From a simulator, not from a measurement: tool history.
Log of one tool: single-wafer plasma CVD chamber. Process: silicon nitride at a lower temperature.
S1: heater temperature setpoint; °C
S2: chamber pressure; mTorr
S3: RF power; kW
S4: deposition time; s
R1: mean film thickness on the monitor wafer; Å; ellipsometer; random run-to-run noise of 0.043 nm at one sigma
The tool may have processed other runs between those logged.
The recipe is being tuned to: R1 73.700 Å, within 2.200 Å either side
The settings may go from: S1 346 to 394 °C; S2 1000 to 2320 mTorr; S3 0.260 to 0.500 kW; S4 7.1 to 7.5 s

run,day,S1,S2,S3,S4,R1
1,0.000,370,1660,0.380,7.5,104.950
2,0.208,370,1830,0.380,7.5,109.940
3,0.529,370,2030,0.380,7.5,111.470
4,0.804,362,2030,0.380,7.5,113.150
5,1.142,362,2030,0.430,7.5,126.030
6,1.496,362,2030,0.430,7.1,118.420
7,1.742,364,1840,0.395,7.1,107.640
8,1.979,365,1700,0.365,7.1,95.919
9,2.117,365,1590,0.355,7.1,92.176
10,2.392,365,1490,0.345,7.1,88.212
11,2.725,366,1160,0.285,7.1,64.353
12,2.750,366,1230,0.285,7.1,65.312
13,2.950,366,1560,0.325,7.2,84.150
14,3.271,366,1490,0.320,7.2,81.141
15,3.300,366,1440,0.320,7.2,81.498
16,3.425,366,1380,0.320,7.2,80.345
17,3.558,366,1340,0.315,7.2,77.284
18,3.875,366,1310,0.315,7.2,77.079
19,4.204,366,1280,0.315,7.2,76.520

Exactly one of the 4 candidate moves below puts every result within its allowed miss. Which one?
A,4.533,377,1330,0.325,7.1,?
B,4.533,368,1320,0.290,7.5,?
C,4.533,363,1030,0.345,7.5,?
D,4.533,367,1090,0.340,7.5,?

move,R1
A,78.478
B,73.197
C,78.578
D,79.689
A: further off than the last run
B: each result inside its tolerance
C: further off than the last run
D: further off than the last run
Correct choice: B, which meets every target

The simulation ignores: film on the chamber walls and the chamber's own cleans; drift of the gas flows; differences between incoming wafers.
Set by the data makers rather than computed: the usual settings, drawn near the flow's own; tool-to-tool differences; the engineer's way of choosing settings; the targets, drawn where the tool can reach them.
